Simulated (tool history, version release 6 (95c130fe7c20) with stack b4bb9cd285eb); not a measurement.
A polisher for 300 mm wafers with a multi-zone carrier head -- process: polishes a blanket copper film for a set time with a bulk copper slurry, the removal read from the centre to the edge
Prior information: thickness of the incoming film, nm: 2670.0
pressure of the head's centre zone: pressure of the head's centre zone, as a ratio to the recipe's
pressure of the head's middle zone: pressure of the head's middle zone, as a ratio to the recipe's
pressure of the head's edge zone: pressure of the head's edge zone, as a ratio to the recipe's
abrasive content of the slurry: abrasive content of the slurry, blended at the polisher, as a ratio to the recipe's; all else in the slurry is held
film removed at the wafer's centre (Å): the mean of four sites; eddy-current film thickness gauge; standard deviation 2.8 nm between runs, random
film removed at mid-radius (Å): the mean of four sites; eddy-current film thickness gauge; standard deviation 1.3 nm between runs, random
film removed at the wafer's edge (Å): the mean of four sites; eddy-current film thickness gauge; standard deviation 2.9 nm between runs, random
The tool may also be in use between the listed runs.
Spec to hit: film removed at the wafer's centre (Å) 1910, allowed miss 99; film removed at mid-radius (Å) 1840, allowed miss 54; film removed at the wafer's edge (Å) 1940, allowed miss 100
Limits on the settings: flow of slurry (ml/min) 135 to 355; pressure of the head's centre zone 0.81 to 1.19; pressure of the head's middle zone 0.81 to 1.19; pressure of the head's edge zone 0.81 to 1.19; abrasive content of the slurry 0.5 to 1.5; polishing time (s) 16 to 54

run,day,flow of slurry (ml/min),pressure of the head's centre zone,pressure of the head's middle zone,pressure of the head's edge zone,abrasive content of the slurry,polishing time (s),film removed at the wafer's centre (Å),film removed at mid-radius (Å),film removed at the wafer's edge (Å)
1,0,225,1,1,1,1,35,2242.5,2188,2223.3
2,0.058,220,0.99,0.99,0.99,0.95,35,2144,2143.3,2142.4
3,0.188,220,0.99,0.99,1.04,0.95,35,2139.4,2155.6,2214.2
4,0.346,220,0.99,0.99,1.04,0.75,35,2021,2046.2,2099.9
5,0.458,215,0.99,0.98,1.03,0.75,35,2034.3,2030.4,2032.8
6,0.562,210,0.99,0.97,1.03,0.75,35,2071.7,2030,2118.1
7,0.592,210,0.99,0.97,1.03,0.7,35,2038.7,2004.6,2077.9
8,0.708,210,0.99,0.96,1.03,0.7,35,2045.2,1997.3,2053.8
9,1.083,210,0.99,0.95,1.03,0.7,35,2083.6,1970.3,2054.1

Below are 5 possible settings for the next run. Only one of them brings all results inside the allowed miss of their targets. Which is it?
A,1.458,180,1.02,0.85,0.84,0.65,37,?,?,?
B,1.458,205,1.01,0.97,1.06,0.8,32,?,?,?
C,1.458,315,0.91,0.96,0.88,0.5,35,?,?,?
D,1.458,235,1.01,1.08,0.83,0.5,33,?,?,?
E,1.458,240,0.94,1.02,0.96,0.5,34,?,?,?

move,film removed at the wafer's centre (Å),film removed at mid-radius (Å),film removed at the wafer's edge (Å)
A,2160.1,1879.9,1931.3
B,1938.1,1879.7,1915.4
C,1882.2,2003.4,1879.6
D,1913,2014.7,1692.5
E,1837.1,1988.7,1855.5
A: gets the furthest-off result to its target, but another result is out of tolerance
B: hits every target within its allowed miss
C: moves away from the targets compared with the last run
D: moves away from the targets compared with the last run
E: moves away from the targets compared with the last run
The right move is B.

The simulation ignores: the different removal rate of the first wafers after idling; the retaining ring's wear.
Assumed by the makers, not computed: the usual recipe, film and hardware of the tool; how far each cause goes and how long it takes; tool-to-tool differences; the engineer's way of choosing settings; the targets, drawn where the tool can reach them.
